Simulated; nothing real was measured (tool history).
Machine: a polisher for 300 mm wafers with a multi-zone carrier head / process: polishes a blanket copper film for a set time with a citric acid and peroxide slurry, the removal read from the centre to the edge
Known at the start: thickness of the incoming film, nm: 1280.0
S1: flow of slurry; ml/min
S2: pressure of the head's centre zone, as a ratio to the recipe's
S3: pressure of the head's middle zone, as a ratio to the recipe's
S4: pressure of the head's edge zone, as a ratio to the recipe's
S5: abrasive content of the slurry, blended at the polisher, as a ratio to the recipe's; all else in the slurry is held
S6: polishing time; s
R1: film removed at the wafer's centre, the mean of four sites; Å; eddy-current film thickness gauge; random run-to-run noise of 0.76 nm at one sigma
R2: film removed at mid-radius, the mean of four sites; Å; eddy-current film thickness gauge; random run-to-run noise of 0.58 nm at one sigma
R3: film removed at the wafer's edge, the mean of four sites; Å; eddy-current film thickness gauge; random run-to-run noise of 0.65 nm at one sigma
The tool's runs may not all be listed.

run,day,S1,S2,S3,S4,S5,S6,R1,R2,R3
1,0.000,145,1.00,1.00,1.00,1.00,59,1310.80,1341.00,1365.60
2,0.312,135,0.97,1.00,0.99,0.90,57,1194.30,1257.40,1267.90
3,0.358,135,0.97,1.00,1.04,0.90,57,1190.10,1243.30,1279.30
4,0.458,135,0.97,1.00,1.04,0.90,70,1457.60,1543.30,1568.20
5,0.817,125,0.94,1.00,1.04,0.85,66,1304.60,1406.60,1477.50
6,0.942,125,0.92,1.01,1.03,0.80,62,1174.50,1311.60,1348.10
7,1.046,120,0.90,1.01,1.02,0.75,59,1054.70,1244.00,1266.00
8,1.225,105,0.85,0.91,0.92,0.50,44,674.21,755.67,820.09
9,1.475,115,0.84,0.92,0.93,0.50,44,698.62,785.81,839.47
10,1.508,130,0.81,1.02,1.03,0.55,41,663.96,844.29,853.78
11,1.558,135,0.81,1.02,1.04,0.55,41,644.35,857.08,854.27

Run 12 comes next. What will it give?
12,1.879,135,0.81,1.02,1.04,0.55,41,?,?,?

{"run 12": {"R1": 662.15, "R2": 855.54, "R3": 849.68}}

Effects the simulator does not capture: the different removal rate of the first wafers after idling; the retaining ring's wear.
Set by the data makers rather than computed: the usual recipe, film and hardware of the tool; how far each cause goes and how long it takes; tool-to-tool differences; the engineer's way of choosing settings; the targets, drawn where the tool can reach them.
